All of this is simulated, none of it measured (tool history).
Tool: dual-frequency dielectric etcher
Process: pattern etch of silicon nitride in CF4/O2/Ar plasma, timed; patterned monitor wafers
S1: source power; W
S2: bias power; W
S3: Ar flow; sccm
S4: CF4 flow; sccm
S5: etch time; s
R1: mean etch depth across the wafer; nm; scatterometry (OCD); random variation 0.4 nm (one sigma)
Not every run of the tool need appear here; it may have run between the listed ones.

run    day   S1  S2  S3  S4  S5      R1
  1      0  620  63  71  91  81  195.87
  2  0.188  590  63  71  91  81  187.84
  3  0.225  590  63  71  82  81     186
  4   0.55  570  63  71  82  81  180.96
  5  0.742  640  63  71  82  81  200.21
  6  1.088  640  63  71  74  81  198.77
  7  1.292  610  63  71  74  81  190.16
  8  1.342  580  63  71  74  81  181.74
  9  1.621  560  63  71  74  81  177.04
 10  1.979  540  63  71  74  81  171.23
 11  2.329  530  63  71  74  81  169.18

Run 12 comes next. What will it give?
 12  2.675  530  63  71  74  81   ?

Run 12 measured R1 168.53 nm.
